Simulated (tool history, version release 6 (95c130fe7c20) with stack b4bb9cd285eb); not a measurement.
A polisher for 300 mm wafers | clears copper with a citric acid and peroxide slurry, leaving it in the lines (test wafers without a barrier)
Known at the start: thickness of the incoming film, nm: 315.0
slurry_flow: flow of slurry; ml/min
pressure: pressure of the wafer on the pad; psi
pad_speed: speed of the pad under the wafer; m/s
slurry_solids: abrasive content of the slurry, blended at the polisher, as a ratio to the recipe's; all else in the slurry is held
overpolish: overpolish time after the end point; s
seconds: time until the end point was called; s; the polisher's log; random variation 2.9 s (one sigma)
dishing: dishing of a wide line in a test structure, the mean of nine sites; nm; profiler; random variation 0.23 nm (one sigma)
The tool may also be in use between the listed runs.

{"run": 1, "hour": 0.0, "slurry_flow": 245, "pressure": 2.5, "pad_speed": 1.02, "slurry_solids": 1, "overpolish": 24, "seconds": 173.29, "dishing": 27.96}
{"run": 2, "hour": 2.0, "slurry_flow": 245, "pressure": 2.8, "pad_speed": 1.02, "slurry_solids": 1, "overpolish": 24, "seconds": 160.87, "dishing": 30.229}
{"run": 3, "hour": 10.1, "slurry_flow": 240, "pressure": 2.3, "pad_speed": 0.98, "slurry_solids": 1, "overpolish": 25, "seconds": 192.41, "dishing": 26.954}
{"run": 4, "hour": 13.1, "slurry_flow": 240, "pressure": 1.9, "pad_speed": 0.94, "slurry_solids": 1, "overpolish": 25, "seconds": 229.14, "dishing": 22.735}
{"run": 5, "hour": 15.6, "slurry_flow": 240, "pressure": 2.5, "pad_speed": 0.94, "slurry_solids": 1, "overpolish": 25, "seconds": 186.36, "dishing": 27.703}
{"run": 6, "hour": 24.5, "slurry_flow": 240, "pressure": 2.5, "pad_speed": 0.94, "slurry_solids": 0.85, "overpolish": 25, "seconds": 189.72, "dishing": 26.988}

Run 7 comes next. What will it give?
{"run": 7, "hour": 30.2, "slurry_flow": 240, "pressure": 2.1, "pad_speed": 0.94, "slurry_solids": 0.85, "overpolish": 25, "seconds": "?", "dishing": "?"}

{"run 7": {"seconds": 223.37, "dishing": 23.846}}
